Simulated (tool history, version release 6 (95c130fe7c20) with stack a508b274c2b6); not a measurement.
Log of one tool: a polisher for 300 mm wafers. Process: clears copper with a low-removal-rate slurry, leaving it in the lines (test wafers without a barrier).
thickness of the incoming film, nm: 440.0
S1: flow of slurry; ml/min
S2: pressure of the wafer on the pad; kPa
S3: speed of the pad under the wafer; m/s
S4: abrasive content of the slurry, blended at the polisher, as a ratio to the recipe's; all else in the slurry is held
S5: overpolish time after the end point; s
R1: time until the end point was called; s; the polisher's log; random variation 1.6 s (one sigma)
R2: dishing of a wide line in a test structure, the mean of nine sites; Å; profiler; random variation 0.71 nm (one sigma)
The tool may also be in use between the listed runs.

run  hour   S1    S2    S3   S4  S5      R1      R2
  1   0.0  125  17.9  1.42  1.0  25  109.60  518.28
  2   1.5  125  17.9  1.18  1.0  25  126.96  457.86
  3   4.6  130  18.6  1.18  1.0  25  125.00  475.96
  4  11.1  130  18.6  1.18  1.0  36  123.77  624.15
  5  12.7  135  19.3  1.18  1.0  34  116.28  623.99
  6  13.9  140  20.0  1.18  1.0  33  111.26  625.55
  7  14.7  145  20.7  1.18  1.0  32  106.28  642.38

Forecast run 8:
  8  17.0  145  20.7  1.18  1.0  32   ?   ?

Run 8 gave R1 109.00 s, R2 635.95 Å.

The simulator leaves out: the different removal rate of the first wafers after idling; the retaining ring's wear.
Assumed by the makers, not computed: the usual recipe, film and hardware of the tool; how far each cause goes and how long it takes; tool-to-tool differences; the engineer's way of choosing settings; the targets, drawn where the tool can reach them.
